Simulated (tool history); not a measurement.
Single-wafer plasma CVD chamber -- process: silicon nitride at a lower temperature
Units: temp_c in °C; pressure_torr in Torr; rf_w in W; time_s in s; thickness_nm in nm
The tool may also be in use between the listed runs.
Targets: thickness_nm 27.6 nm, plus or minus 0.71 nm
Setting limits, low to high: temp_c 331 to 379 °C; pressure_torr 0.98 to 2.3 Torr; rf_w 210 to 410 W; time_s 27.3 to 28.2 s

{"run": 1, "hour": 0.0, "temp_c": 355, "pressure_torr": 1.64, "rf_w": 310, "time_s": 27.3, "thickness_nm": 33.594}
{"run": 2, "hour": 7.4, "temp_c": 355, "pressure_torr": 1.59, "rf_w": 305, "time_s": 27.3, "thickness_nm": 32.971}
{"run": 3, "hour": 11.4, "temp_c": 355, "pressure_torr": 1.54, "rf_w": 300, "time_s": 27.3, "thickness_nm": 32.151}
{"run": 4, "hour": 18.6, "temp_c": 355, "pressure_torr": 1.27, "rf_w": 300, "time_s": 27.3, "thickness_nm": 30.658}
{"run": 5, "hour": 21.3, "temp_c": 355, "pressure_torr": 1.24, "rf_w": 295, "time_s": 27.3, "thickness_nm": 29.976}
{"run": 6, "hour": 25.7, "temp_c": 355, "pressure_torr": 1.24, "rf_w": 330, "time_s": 27.3, "thickness_nm": 32.918}
{"run": 7, "hour": 30.0, "temp_c": 355, "pressure_torr": 1.21, "rf_w": 325, "time_s": 27.3, "thickness_nm": 32.262}
{"run": 8, "hour": 36.3, "temp_c": 355, "pressure_torr": 1.19, "rf_w": 320, "time_s": 27.3, "thickness_nm": 31.907}
{"run": 9, "hour": 38.4, "temp_c": 355, "pressure_torr": 1.17, "rf_w": 315, "time_s": 27.3, "thickness_nm": 31.115}
{"run": 10, "hour": 45.2, "temp_c": 355, "pressure_torr": 1.15, "rf_w": 310, "time_s": 27.3, "thickness_nm": 30.642}
{"run": 11, "hour": 50.5, "temp_c": 355, "pressure_torr": 1.13, "rf_w": 305, "time_s": 27.3, "thickness_nm": 30.205}
{"run": 12, "hour": 54.8, "temp_c": 355, "pressure_torr": 1.11, "rf_w": 300, "time_s": 27.3, "thickness_nm": 29.548}
{"run": 13, "hour": 61.1, "temp_c": 355, "pressure_torr": 1.1, "rf_w": 300, "time_s": 27.3, "thickness_nm": 29.438}
{"run": 14, "hour": 69.2, "temp_c": 355, "pressure_torr": 1.1, "rf_w": 300, "time_s": 27.3, "thickness_nm": 29.272}
{"run": 15, "hour": 71.7, "temp_c": 355, "pressure_torr": 1.09, "rf_w": 300, "time_s": 27.3, "thickness_nm": 29.444}
{"run": 16, "hour": 79.5, "temp_c": 355, "pressure_torr": 1.08, "rf_w": 300, "time_s": 27.3, "thickness_nm": 29.255}
{"run": 17, "hour": 85.2, "temp_c": 355, "pressure_torr": 1.07, "rf_w": 300, "time_s": 27.3, "thickness_nm": 29.309}
{"run": 18, "hour": 89.5, "temp_c": 355, "pressure_torr": 1.06, "rf_w": 300, "time_s": 27.3, "thickness_nm": 29.154}

Below are 4 possible settings for the next run. Only one of them brings all results inside the allowed miss of their targets. Which is it?
{"run": "A", "hour": 93.8, "temp_c": 359, "pressure_torr": 0.98, "rf_w": 290, "time_s": 27.3, "thickness_nm": "?"}
{"run": "B", "hour": 93.8, "temp_c": 354, "pressure_torr": 1.14, "rf_w": 310, "time_s": 27.3, "thickness_nm": "?"}
{"run": "C", "hour": 93.8, "temp_c": 352, "pressure_torr": 1.1, "rf_w": 320, "time_s": 28.2, "thickness_nm": "?"}
{"run": "D", "hour": 93.8, "temp_c": 340, "pressure_torr": 1.15, "rf_w": 300, "time_s": 28.2, "thickness_nm": "?"}

move=A thickness_nm=27.627
move=B thickness_nm=30.569
move=C thickness_nm=32.165
move=D thickness_nm=30.899
A: each result inside its tolerance
B: lands further from the targets than the last run did
C: lands further from the targets than the last run did
D: lands further from the targets than the last run did
The move that meets every target is A.

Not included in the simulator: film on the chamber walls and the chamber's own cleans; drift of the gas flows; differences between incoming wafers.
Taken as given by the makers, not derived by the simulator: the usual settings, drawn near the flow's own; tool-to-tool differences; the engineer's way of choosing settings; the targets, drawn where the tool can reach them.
